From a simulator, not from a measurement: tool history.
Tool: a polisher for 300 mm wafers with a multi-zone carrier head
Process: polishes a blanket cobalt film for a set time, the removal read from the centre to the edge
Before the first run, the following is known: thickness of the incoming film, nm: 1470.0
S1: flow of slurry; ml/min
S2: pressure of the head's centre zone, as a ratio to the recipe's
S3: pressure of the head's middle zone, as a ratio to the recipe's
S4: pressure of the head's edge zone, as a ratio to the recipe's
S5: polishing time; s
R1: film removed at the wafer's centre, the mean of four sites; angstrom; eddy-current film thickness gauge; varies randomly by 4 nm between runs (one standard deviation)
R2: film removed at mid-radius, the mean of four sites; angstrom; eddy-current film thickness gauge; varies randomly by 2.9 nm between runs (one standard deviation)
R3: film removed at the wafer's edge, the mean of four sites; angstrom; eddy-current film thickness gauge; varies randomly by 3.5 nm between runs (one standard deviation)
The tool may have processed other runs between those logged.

| run | hour | S1 | S2 | S3 | S4 | S5 | R1 | R2 | R3 |
|---|---|---|---|---|---|---|---|---|---|
| 1 | 0.0 | 240 | 1.00 | 1.00 | 1.00 | 55 | 1948.0 | 2012.3 | 2014.6 |
| 2 | 2.1 | 245 | 1.03 | 1.02 | 1.00 | 57 | 2166.6 | 2118.7 | 2067.9 |
| 3 | 10.5 | 250 | 1.04 | 1.04 | 1.01 | 59 | 2277.1 | 2231.3 | 2203.3 |
| 4 | 12.4 | 255 | 1.05 | 1.07 | 1.00 | 60 | 2284.9 | 2348.5 | 2206.3 |
| 5 | 17.6 | 255 | 1.05 | 1.00 | 1.00 | 60 | 2345.7 | 2210.0 | 2196.8 |
| 6 | 20.6 | 260 | 1.07 | 1.03 | 1.00 | 61 | 2452.3 | 2317.6 | 2242.0 |
| 7 | 25.6 | 265 | 1.08 | 1.05 | 1.01 | 62 | 2455.0 | 2370.0 | 2323.9 |

Forecast run 8:
| 8 | 27.9 | 265 | 1.09 | 1.06 | 1.00 | 63 | ? | ? | ? |

R1: 2538.7 angstrom
R2: 2393.7 angstrom
R3: 2326.4 angstrom
